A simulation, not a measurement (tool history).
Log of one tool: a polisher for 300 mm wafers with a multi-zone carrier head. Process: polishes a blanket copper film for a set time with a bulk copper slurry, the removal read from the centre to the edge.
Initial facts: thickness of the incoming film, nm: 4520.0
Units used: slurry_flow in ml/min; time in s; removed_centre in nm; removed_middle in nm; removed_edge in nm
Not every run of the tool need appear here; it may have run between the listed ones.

run 1 hour=0 | slurry_flow=185 centre_zone=1 middle_zone=1 edge_zone=1 slurry_solids=1 time=47 | removed_centre=291.69 removed_middle=306.55 removed_edge=293.06
run 2 hour=3.3 | slurry_flow=185 centre_zone=1 middle_zone=0.99 edge_zone=0.98 slurry_solids=0.95 time=46 | removed_centre=281.81 removed_middle=296.99 removed_edge=286.1
run 3 hour=7 | slurry_flow=185 centre_zone=1 middle_zone=0.99 edge_zone=0.94 slurry_solids=0.95 time=46 | removed_centre=279.85 removed_middle=298.6 removed_edge=283.17
run 4 hour=15.6 | slurry_flow=185 centre_zone=1.01 middle_zone=0.99 edge_zone=0.94 slurry_solids=0.9 time=44 | removed_centre=269.8 removed_middle=280.28 removed_edge=269.98
run 5 hour=19.8 | slurry_flow=185 centre_zone=1.02 middle_zone=1 edge_zone=0.93 slurry_solids=0.85 time=42 | removed_centre=252.99 removed_middle=267.02 removed_edge=243.63
run 6 hour=22.1 | slurry_flow=180 centre_zone=1.02 middle_zone=0.99 edge_zone=0.93 slurry_solids=0.8 time=41 | removed_centre=243.2 removed_middle=255.73 removed_edge=244.22
run 7 hour=25.8 | slurry_flow=180 centre_zone=1.03 middle_zone=0.99 edge_zone=0.93 slurry_solids=0.75 time=40 | removed_centre=241.92 removed_middle=248.49 removed_edge=235.27

What does the tool deliver on the next run?
run 8 hour=27.6 | slurry_flow=180 centre_zone=1.03 middle_zone=0.99 edge_zone=0.93 slurry_solids=0.7 time=39 | removed_centre=? removed_middle=? removed_edge=?

{"run 8": {"removed_centre": 229.4, "removed_middle": 234.3, "removed_edge": 223.3}}
